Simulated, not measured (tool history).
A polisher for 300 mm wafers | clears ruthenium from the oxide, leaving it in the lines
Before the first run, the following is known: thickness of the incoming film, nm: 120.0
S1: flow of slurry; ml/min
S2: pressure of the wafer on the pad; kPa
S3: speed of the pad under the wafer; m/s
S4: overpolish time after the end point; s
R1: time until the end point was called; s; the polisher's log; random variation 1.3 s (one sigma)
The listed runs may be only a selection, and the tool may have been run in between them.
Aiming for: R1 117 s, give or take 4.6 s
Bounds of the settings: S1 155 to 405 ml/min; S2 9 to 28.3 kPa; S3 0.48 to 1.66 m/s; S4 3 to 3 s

{"run": 1, "hour": 0.0, "S1": 260, "S2": 18.6, "S3": 1.06, "S4": 3, "R1": 90.767}
{"run": 2, "hour": 8.0, "S1": 260, "S2": 17.9, "S3": 1.06, "S4": 3, "R1": 93.706}
{"run": 3, "hour": 8.5, "S1": 260, "S2": 17.9, "S3": 1.06, "S4": 3, "R1": 92.984}
{"run": 4, "hour": 10.1, "S1": 200, "S2": 17.9, "S3": 1.06, "S4": 3, "R1": 95.73}
{"run": 5, "hour": 13.3, "S1": 245, "S2": 17.9, "S3": 1.06, "S4": 3, "R1": 93.346}
{"run": 6, "hour": 16.4, "S1": 245, "S2": 22.1, "S3": 1.06, "S4": 3, "R1": 79.922}
{"run": 7, "hour": 23.9, "S1": 245, "S2": 20, "S3": 1.06, "S4": 3, "R1": 84.35}
{"run": 8, "hour": 24.8, "S1": 245, "S2": 18.6, "S3": 1.06, "S4": 3, "R1": 92.066}
{"run": 9, "hour": 31.0, "S1": 245, "S2": 17.2, "S3": 1.06, "S4": 3, "R1": 95.365}
{"run": 10, "hour": 33.6, "S1": 245, "S2": 16.5, "S3": 1.06, "S4": 3, "R1": 98.061}
{"run": 11, "hour": 35.6, "S1": 245, "S2": 15.9, "S3": 1.06, "S4": 3, "R1": 101.86}
{"run": 12, "hour": 39.2, "S1": 245, "S2": 15.2, "S3": 1.06, "S4": 3, "R1": 104.93}

Below are 5 possible settings for the next run. Only one of them brings all results inside the allowed miss of their targets. Which is it?
{"run": "A", "hour": 42.8, "S1": 280, "S2": 16.5, "S3": 1.08, "S4": 3, "R1": "?"}
{"run": "B", "hour": 42.8, "S1": 205, "S2": 11.7, "S3": 1.08, "S4": 3, "R1": "?"}
{"run": "C", "hour": 42.8, "S1": 245, "S2": 13.8, "S3": 0.98, "S4": 3, "R1": "?"}
{"run": "D", "hour": 42.8, "S1": 180, "S2": 15.9, "S3": 1.26, "S4": 3, "R1": "?"}
{"run": "E", "hour": 42.8, "S1": 235, "S2": 14.5, "S3": 1.26, "S4": 3, "R1": "?"}

move=A R1=97.618
move=B R1=129.03
move=C R1=119.77
move=D R1=96.487
move=E R1=99.357
A: its largest miss is bigger than the last run's
B: moves the result that the last run missed by most past its target, out the other side
C: hits every target within its allowed miss
D: its largest miss is bigger than the last run's
E: its largest miss is bigger than the last run's
Correct choice: C, which meets every target

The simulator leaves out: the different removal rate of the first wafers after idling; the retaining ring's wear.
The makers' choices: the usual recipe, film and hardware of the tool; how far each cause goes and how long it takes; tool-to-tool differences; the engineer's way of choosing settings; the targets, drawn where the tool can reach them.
